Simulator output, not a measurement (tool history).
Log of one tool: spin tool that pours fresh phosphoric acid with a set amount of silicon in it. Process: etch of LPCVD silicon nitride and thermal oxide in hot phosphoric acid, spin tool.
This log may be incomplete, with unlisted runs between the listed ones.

| run | hour | temperature setpoint of the liquid (C) | silicon dissolved in the acid as it is poured (mg a litre) | time under the liquid (s) | thickness taken off the LPCVD silicon nitride on a monitor wafer (nm) | thickness taken off the thermal oxide on a monitor wafer (nm) |
|---|---|---|---|---|---|---|
| 1 | 0.0 | 163.0 | 12.5 | 180 | 18.7130 | 0.47969 |
| 2 | 1.4 | 162.5 | 12.0 | 170 | 17.2670 | 0.42353 |
| 3 | 7.2 | 163.5 | 12.0 | 170 | 18.0840 | 0.41695 |
| 4 | 12.8 | 163.5 | 12.0 | 95 | 9.9838 | 0.25805 |
| 5 | 21.9 | 162.0 | 12.0 | 95 | 9.6080 | 0.24819 |
| 6 | 29.4 | 162.5 | 12.0 | 95 | 9.7036 | 0.23709 |
| 7 | 31.7 | 163.0 | 12.0 | 95 | 9.7953 | 0.26268 |
| 8 | 33.0 | 163.0 | 12.5 | 95 | 9.8009 | 0.26462 |
| 9 | 36.5 | 163.0 | 12.0 | 100 | 10.4120 | 0.27646 |
| 10 | 45.5 | 163.0 | 12.0 | 100 | 10.3480 | 0.26771 |

Run 11 comes next. What will it give?
| 11 | 50.4 | 164.0 | 14.5 | 105 | ? | ? |

Run 11 measured thickness taken off the LPCVD silicon nitride on a monitor wafer (nm) 11.3210, thickness taken off the thermal oxide on a monitor wafer (nm) 0.27293.

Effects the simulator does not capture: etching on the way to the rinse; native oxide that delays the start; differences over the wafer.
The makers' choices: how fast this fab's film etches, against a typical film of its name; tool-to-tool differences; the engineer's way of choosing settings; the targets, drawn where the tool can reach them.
